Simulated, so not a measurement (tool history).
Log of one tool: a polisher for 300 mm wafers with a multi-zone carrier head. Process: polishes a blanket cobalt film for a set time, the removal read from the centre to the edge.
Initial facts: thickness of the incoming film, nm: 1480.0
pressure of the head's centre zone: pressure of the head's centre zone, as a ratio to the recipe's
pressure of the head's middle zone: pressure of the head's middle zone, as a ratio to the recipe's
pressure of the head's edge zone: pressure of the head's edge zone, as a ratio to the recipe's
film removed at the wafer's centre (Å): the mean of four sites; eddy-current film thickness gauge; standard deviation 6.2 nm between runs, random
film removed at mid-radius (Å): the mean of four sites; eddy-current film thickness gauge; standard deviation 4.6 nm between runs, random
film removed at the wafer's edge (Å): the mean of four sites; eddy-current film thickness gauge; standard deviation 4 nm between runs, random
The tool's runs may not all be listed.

run  hour  flow of slurry (ml/min)  pressure of the head's centre zone  pressure of the head's middle zone  pressure of the head's edge zone  polishing time (s)  film removed at the wafer's centre (Å)  film removed at mid-radius (Å)  film removed at the wafer's edge (Å)
  1     0                      185                                   1                                   1                                 1                  57                                  2421.7                          2346.6                                  2555
  2   4.6                      185                                0.95                                   1                                 1                  57                                  2256.9                          2403.9                                2535.2
  3   9.2                      200                                1.02                                1.04                                 1                  62                                  2666.3                          2676.8                                2802.6
  4  14.6                      210                                1.07                                1.04                              0.97                  67                                    3194                          3004.6                                3003.9
  5  21.5                      210                                1.07                                1.04                              0.97                  58                                    2691                          2599.2                                2511.1
     28.5  -- slurry nozzle cleaned
  6  28.5                      220                                 1.1                                1.04                              0.98                  63                                    3267                            3039                                2920.2

Run 7 has not been measured yet. What should we expect?
  7  29.2                      230                                1.12                                1.01                              1.01                  63                                       ?                               ?                                     ?

film removed at the wafer's centre (Å): 3315.9
film removed at mid-radius (Å): 3015
film removed at the wafer's edge (Å): 3048.8

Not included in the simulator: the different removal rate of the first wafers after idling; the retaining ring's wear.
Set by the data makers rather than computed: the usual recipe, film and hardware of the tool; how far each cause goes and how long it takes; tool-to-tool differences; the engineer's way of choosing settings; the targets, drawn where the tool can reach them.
